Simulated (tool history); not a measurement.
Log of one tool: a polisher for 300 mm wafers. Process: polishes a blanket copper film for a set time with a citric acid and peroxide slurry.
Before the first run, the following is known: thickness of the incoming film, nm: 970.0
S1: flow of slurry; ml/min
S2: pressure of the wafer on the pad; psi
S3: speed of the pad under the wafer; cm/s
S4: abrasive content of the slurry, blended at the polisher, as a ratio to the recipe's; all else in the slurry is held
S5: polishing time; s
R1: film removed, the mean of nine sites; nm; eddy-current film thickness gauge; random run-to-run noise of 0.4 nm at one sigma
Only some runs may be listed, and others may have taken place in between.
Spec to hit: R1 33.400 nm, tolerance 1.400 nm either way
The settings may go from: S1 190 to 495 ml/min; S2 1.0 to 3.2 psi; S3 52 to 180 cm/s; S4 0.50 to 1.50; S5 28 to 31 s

Run 1, day 0.000: S1 320 ml/min, S2 2.1 psi, S3 116 cm/s, S4 1.00, S5 31 s. Result: R1 57.739 nm.
Run 2, day 0.092: S1 320 ml/min, S2 1.9 psi, S3 114 cm/s, S4 1.00, S5 31 s. Result: R1 51.164 nm.
Run 3, day 0.354: S1 355 ml/min, S2 1.9 psi, S3 114 cm/s, S4 1.00, S5 31 s. Result: R1 51.389 nm.
Run 4, day 0.517: S1 355 ml/min, S2 1.8 psi, S3 114 cm/s, S4 1.00, S5 31 s. Result: R1 50.378 nm.
Run 5, day 0.754: S1 355 ml/min, S2 1.8 psi, S3 114 cm/s, S4 1.00, S5 31 s. Result: R1 49.577 nm.
Run 6, day 1.079: S1 355 ml/min, S2 1.7 psi, S3 114 cm/s, S4 1.00, S5 31 s. Result: R1 47.631 nm.
Run 7, day 1.121: S1 355 ml/min, S2 1.6 psi, S3 112 cm/s, S4 1.00, S5 31 s. Result: R1 44.865 nm.
Run 8, day 1.146: S1 355 ml/min, S2 1.5 psi, S3 112 cm/s, S4 1.00, S5 31 s. Result: R1 43.449 nm.
Run 9, day 1.408: S1 355 ml/min, S2 1.4 psi, S3 110 cm/s, S4 1.00, S5 31 s. Result: R1 40.168 nm.

Below are 4 possible settings for the next run. Only one of them brings all results inside the allowed miss of their targets. Which is it?
Run A, day 1.671: S1 330 ml/min, S2 1.8 psi, S3 82 cm/s, S4 1.20, S5 28 s. Result: R1 ?.
Run B, day 1.671: S1 395 ml/min, S2 1.3 psi, S3 108 cm/s, S4 1.00, S5 31 s. Result: R1 ?.
Run C, day 1.671: S1 350 ml/min, S2 1.2 psi, S3 100 cm/s, S4 0.95, S5 30 s. Result: R1 ?.
Run D, day 1.671: S1 375 ml/min, S2 1.3 psi, S3 112 cm/s, S4 0.95, S5 30 s. Result: R1 ?.

move      R1
   A  33.400
   B  37.232
   C  31.179
   D  36.881
A: hits every target within its allowed miss
B: nearer the targets than the last run, but a result is still out of spec
C: the result that was furthest off in the last run now lies on the other side of its target
D: nearer the targets than the last run, but a result is still out of spec
A is the move that brings every result within its allowed miss.
